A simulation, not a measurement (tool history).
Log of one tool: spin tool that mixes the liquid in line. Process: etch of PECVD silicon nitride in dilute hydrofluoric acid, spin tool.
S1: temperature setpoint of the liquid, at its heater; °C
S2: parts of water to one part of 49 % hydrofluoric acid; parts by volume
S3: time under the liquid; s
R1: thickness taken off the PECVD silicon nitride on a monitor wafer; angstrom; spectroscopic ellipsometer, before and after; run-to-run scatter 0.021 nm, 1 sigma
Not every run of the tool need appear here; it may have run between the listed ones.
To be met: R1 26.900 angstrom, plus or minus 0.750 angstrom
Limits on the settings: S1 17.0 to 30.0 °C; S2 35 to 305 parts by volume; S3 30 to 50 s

{"run": 1, "hour": 0.0, "S1": 22.0, "S2": 170, "S3": 50, "R1": 15.19}
{"run": 2, "hour": 1.7, "S1": 20.5, "S2": 170, "S3": 50, "R1": 13.402}
{"run": 3, "hour": 10.2, "S1": 22.5, "S2": 170, "S3": 50, "R1": 15.505}
{"run": 4, "hour": 12.7, "S1": 22.5, "S2": 225, "S3": 50, "R1": 11.671}
{"run": 5, "hour": 14.8, "S1": 21.0, "S2": 225, "S3": 50, "R1": 10.521}
{"run": 6, "hour": 20.2, "S1": 21.0, "S2": 180, "S3": 50, "R1": 13.329}
{"run": 7, "hour": 22.7, "S1": 24.0, "S2": 175, "S3": 50, "R1": 16.566}
{"run": 8, "hour": 31.4, "S1": 26.0, "S2": 170, "S3": 50, "R1": 19.352}

4 next moves are on the table. One of them brings every result within its allowed miss. Which?
{"run": "A", "hour": 40.1, "S1": 24.0, "S2": 100, "S3": 50, "R1": "?"}
{"run": "B", "hour": 40.1, "S1": 27.5, "S2": 145, "S3": 50, "R1": "?"}
{"run": "C", "hour": 40.1, "S1": 25.0, "S2": 110, "S3": 30, "R1": "?"}
{"run": "D", "hour": 40.1, "S1": 25.0, "S2": 115, "S3": 50, "R1": "?"}

move=A R1=28.777
move=B R1=24.908
move=C R1=16.776
move=D R1=26.756
A: takes the biggest miss from the last run beyond its target
B: closes in on the targets versus the last run, not all within tolerance yet
C: lands further from the targets than the last run did
D: hits every target within its allowed miss
So the answer is move D, the one that meets all the targets.

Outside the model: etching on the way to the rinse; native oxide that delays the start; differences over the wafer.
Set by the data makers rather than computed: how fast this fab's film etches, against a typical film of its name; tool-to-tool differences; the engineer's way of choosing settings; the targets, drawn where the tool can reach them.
